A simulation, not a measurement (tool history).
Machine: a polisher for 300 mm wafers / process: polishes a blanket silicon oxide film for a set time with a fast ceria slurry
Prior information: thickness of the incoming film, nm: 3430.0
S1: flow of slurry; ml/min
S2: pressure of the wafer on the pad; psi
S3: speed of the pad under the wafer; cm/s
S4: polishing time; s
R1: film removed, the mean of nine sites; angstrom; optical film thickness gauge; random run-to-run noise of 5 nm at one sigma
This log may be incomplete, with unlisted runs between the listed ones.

{"run": 1, "hour": 0.0, "S1": 230, "S2": 2.4, "S3": 106, "S4": 40, "R1": 6724.3}
{"run": 2, "hour": 5.1, "S1": 200, "S2": 2.4, "S3": 106, "S4": 40, "R1": 6430.7}
{"run": 3, "hour": 12.2, "S1": 200, "S2": 2.9, "S3": 106, "S4": 40, "R1": 7932.6}
{"run": 4, "hour": 16.4, "S1": 200, "S2": 2.9, "S3": 124, "S4": 40, "R1": 8940.2}
{"run": 5, "hour": 22.1, "S1": 230, "S2": 2.9, "S3": 124, "S4": 40, "R1": 9290.4}
{"run": 6, "hour": 24.0, "S1": 230, "S2": 2.9, "S3": 124, "S4": 40, "R1": 9126.0}
{"run": 7, "hour": 32.1, "S1": 230, "S2": 2.5, "S3": 122, "S4": 40, "R1": 7892.4}

What will run 8 give?
{"run": 8, "hour": 38.7, "S1": 225, "S2": 2.2, "S3": 120, "S4": 40, "R1": "?"}

{"run 8": {"R1": 7024.9}}
